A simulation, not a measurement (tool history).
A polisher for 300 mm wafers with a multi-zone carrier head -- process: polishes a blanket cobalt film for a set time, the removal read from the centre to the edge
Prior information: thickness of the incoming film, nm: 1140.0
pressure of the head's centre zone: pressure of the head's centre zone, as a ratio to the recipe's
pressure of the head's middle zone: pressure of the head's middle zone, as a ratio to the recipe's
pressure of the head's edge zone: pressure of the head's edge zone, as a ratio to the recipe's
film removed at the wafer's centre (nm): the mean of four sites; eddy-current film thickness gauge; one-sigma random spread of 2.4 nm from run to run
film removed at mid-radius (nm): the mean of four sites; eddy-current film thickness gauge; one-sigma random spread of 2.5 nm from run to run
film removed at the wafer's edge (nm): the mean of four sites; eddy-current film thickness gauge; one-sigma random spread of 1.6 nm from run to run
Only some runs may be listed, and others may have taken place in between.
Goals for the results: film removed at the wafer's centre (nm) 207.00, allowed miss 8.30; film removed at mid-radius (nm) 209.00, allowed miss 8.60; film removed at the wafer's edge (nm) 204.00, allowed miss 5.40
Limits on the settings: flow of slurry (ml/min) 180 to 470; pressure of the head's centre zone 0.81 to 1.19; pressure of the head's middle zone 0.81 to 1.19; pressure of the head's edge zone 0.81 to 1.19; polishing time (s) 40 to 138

run	hour	flow of slurry (ml/min)	pressure of the head's centre zone	pressure of the head's middle zone	pressure of the head's edge zone	polishing time (s)	film removed at the wafer's centre (nm)	film removed at mid-radius (nm)	film removed at the wafer's edge (nm)
1	0.0	300	1.00	1.00	1.00	88	319.61	323.50	309.39
2	3.7	295	0.98	0.98	0.97	81	291.60	285.20	280.11
3	11.4	290	0.96	0.98	0.95	76	269.83	269.47	265.52
4	16.6	235	0.96	0.98	0.95	76	259.37	273.01	261.87
5	21.2	235	0.96	0.97	0.93	72	252.27	257.25	247.26
6	25.5	235	0.95	0.96	0.91	69	233.70	242.43	233.31
7	31.6	235	0.95	0.90	0.82	61	210.74	202.17	196.41
8	38.3	235	0.94	0.90	0.83	61	207.66	202.92	196.35

Exactly one of the 4 candidate moves below puts every result within its allowed miss. Which one?
A	45.0	270	1.02	0.89	0.81	58	?	?	?
B	45.0	290	0.99	1.08	0.81	58	?	?	?
C	45.0	235	1.00	0.81	0.81	62	?	?	?
D	45.0	205	0.94	0.94	0.89	61	?	?	?

move	film removed at the wafer's centre (nm)	film removed at mid-radius (nm)	film removed at the wafer's edge (nm)
A	215.71	194.87	186.98
B	211.74	220.54	187.25
C	224.64	195.53	198.73
D	208.35	208.21	202.34
A: further off than the last run
B: further off than the last run
C: corrects the largest miss of the last run, while another result sits out of spec
D: hits every target within its allowed miss
The move that meets every target is D.

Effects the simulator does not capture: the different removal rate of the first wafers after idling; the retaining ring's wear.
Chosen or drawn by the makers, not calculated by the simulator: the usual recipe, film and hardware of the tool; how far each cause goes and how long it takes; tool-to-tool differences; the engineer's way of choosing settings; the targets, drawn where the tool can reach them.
